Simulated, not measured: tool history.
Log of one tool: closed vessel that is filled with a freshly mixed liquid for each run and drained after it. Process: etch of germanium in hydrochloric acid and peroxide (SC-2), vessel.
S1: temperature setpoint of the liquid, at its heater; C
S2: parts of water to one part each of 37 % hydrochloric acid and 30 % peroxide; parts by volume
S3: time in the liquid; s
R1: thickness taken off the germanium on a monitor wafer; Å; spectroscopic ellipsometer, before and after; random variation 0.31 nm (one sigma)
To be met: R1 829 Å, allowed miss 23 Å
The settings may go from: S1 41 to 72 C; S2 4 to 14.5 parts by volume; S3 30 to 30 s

run  hour    S1    S2  S3      R1
  1     0    57     8  30  1064.8
  2   1.1    55     8  30  1004.4
  3   4.7    55  10.5  30  976.95
  4  11.8    55  10.5  30  970.63
  5  20.4    58  10.5  30  1068.7
  6  25.6    58   9.5  30  1070.2
  7    27    56   9.5  30  1016.1
  8  28.1  54.5   9.5  30   963.7
  9  32.2  53.5   9.5  30  937.64
 10  34.7  53.5   9.5  30  946.27
 11    39  52.5   9.5  30  918.41
 12  45.7  51.5   9.5  30  886.75
 13  51.8  51.5   9.5  30  879.11
 14  59.5    51   9.5  30  873.96
 15  65.5  50.5   9.5  30  856.77

Which of these 4 next moves meets every target?
  A  71.5    51  9.5  30   ?
  B  71.5    53   10  30   ?
  C  71.5    51    9  30   ?
  D  71.5  49.5   10  30   ?

move      R1
   A  870.18
   B   921.5
   C  874.23
   D  826.21
A: further off than the last run
B: further off than the last run
C: further off than the last run
D: meets every target
Move D is the one to make.
